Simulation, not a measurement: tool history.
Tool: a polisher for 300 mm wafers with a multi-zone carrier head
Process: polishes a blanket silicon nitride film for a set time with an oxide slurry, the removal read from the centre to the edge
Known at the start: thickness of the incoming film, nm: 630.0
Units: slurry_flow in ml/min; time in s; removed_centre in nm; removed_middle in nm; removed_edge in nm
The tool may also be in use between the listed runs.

run 1 day=0 | slurry_flow=180 centre_zone=1 middle_zone=1 edge_zone=1 slurry_solids=1 time=78 | removed_centre=46.388 removed_middle=46.265 removed_edge=46.141
run 2 day=0.371 | slurry_flow=200 centre_zone=1 middle_zone=1 edge_zone=1 slurry_solids=1 time=78 | removed_centre=47.545 removed_middle=46.929 removed_edge=47.224
run 3 day=0.642 | slurry_flow=200 centre_zone=1 middle_zone=1.05 edge_zone=1 slurry_solids=1 time=78 | removed_centre=47.288 removed_middle=49.261 removed_edge=46.832
run 4 day=0.767 | slurry_flow=200 centre_zone=0.94 middle_zone=1.05 edge_zone=1 slurry_solids=1 time=78 | removed_centre=44.936 removed_middle=48.136 removed_edge=47.489
run 5 day=0.967 | slurry_flow=200 centre_zone=0.94 middle_zone=1.05 edge_zone=1 slurry_solids=1 time=96 | removed_centre=54.571 removed_middle=59.278 removed_edge=56.927
run 6 day=1.092 | slurry_flow=230 centre_zone=0.94 middle_zone=1.05 edge_zone=1 slurry_solids=1 time=96 | removed_centre=56.489 removed_middle=62.329 removed_edge=58.359
run 7 day=1.2 | slurry_flow=180 centre_zone=1.04 middle_zone=0.95 edge_zone=0.9 slurry_solids=0.75 time=74 | removed_centre=39.894 removed_middle=36.086 removed_edge=35.854
run 8 day=1.375 | slurry_flow=170 centre_zone=1.04 middle_zone=0.95 edge_zone=0.88 slurry_solids=0.75 time=74 | removed_centre=39.776 removed_middle=35.836 removed_edge=36.019
run 9 day=1.717 | slurry_flow=175 centre_zone=1.04 middle_zone=0.95 edge_zone=0.87 slurry_solids=0.7 time=74 | removed_centre=38.051 removed_middle=34.782 removed_edge=33.315
run 10 day=1.883 | slurry_flow=170 centre_zone=1.04 middle_zone=0.94 edge_zone=0.86 slurry_solids=0.7 time=74 | removed_centre=37.836 removed_middle=33.945 removed_edge=33.948

Forecast run 11:
run 11 day=1.967 | slurry_flow=170 centre_zone=1.04 middle_zone=0.94 edge_zone=0.85 slurry_solids=0.7 time=74 | removed_centre=? removed_middle=? removed_edge=?

{"run 11": {"removed_centre": 37.884, "removed_middle": 34.269, "removed_edge": 34.093}}
